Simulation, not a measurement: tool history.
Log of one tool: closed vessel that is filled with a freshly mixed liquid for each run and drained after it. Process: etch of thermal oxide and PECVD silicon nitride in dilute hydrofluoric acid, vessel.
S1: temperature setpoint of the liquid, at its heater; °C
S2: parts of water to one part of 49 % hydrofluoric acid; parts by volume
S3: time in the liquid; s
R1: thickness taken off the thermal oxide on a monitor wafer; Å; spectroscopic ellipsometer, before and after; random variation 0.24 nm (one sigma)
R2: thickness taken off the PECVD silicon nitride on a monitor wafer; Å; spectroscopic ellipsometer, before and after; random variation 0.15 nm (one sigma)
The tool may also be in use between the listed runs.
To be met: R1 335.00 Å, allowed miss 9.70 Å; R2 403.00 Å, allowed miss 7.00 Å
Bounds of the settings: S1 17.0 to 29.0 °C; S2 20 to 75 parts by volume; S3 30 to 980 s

run	hour	S1	S2	S3	R1	R2
1	0.0	21.0	45	500	504.27	545.89
2	5.7	21.0	50	500	445.50	491.14
3	12.1	21.0	55	510	414.71	458.77
4	15.0	21.0	45	510	515.81	555.98
5	21.4	19.5	45	510	481.85	498.82
6	22.7	19.5	45	420	397.99	415.89
7	29.9	20.5	50	425	373.48	403.21
8	37.2	21.5	55	430	358.60	398.57

4 next moves are on the table. One of them brings every result within its allowed miss. Which?
A	44.5	24.0	65	430	?	?
B	44.5	18.5	60	565	?	?
C	44.5	21.5	65	505	?	?
D	44.5	24.0	55	350	?	?

move	R1	R2
A	331.12	402.30
B	377.07	392.25
C	350.91	399.00
D	322.71	385.80
A: meets every target
B: further off than the last run
C: nearer than the last run, and not there yet
D: takes the result that was furthest off past its target
Answer: A
